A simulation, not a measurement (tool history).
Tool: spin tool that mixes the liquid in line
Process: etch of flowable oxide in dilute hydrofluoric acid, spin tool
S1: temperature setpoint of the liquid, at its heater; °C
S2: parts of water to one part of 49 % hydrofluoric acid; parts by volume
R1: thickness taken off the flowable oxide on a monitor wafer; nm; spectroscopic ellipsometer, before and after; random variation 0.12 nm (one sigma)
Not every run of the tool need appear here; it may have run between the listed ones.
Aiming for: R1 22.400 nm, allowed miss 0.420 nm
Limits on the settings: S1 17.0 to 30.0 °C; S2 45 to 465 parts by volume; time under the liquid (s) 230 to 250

run 1 hour=0.0 | S1=22.0 S2=255 time_under_the_liquid_(s)=230 | R1=17.051
run 2 hour=7.5 | S1=23.5 S2=255 time_under_the_liquid_(s)=230 | R1=18.172
run 3 hour=15.2 | S1=23.5 S2=255 time_under_the_liquid_(s)=250 | R1=19.656
run 4 hour=20.8 | S1=24.5 S2=255 time_under_the_liquid_(s)=250 | R1=20.399
run 5 hour=28.7 | S1=24.5 S2=210 time_under_the_liquid_(s)=250 | R1=26.076
run 6 hour=33.5 | S1=23.5 S2=210 time_under_the_liquid_(s)=250 | R1=24.917
run 7 hour=38.3 | S1=23.0 S2=210 time_under_the_liquid_(s)=250 | R1=24.620
run 8 hour=46.8 | S1=20.0 S2=210 time_under_the_liquid_(s)=250 | R1=21.813

Consider the 4 candidate settings below. Which is the only one whose results all fall within their allowed miss of target?
run A hour=55.3 | S1=21.0 S2=205 time_under_the_liquid_(s)=250 | R1=?
run B hour=55.3 | S1=20.5 S2=200 time_under_the_liquid_(s)=250 | R1=?
run C hour=55.3 | S1=17.0 S2=170 time_under_the_liquid_(s)=235 | R1=?
run D hour=55.3 | S1=17.5 S2=190 time_under_the_liquid_(s)=250 | R1=?

move=A R1=23.300
move=B R1=23.547
move=C R1=23.349
move=D R1=22.254
A: carries the result that was furthest off beyond its target, to the other side
B: carries the result that was furthest off beyond its target, to the other side
C: carries the result that was furthest off beyond its target, to the other side
D: all results land within tolerance of their targets
Move D is the one to make.
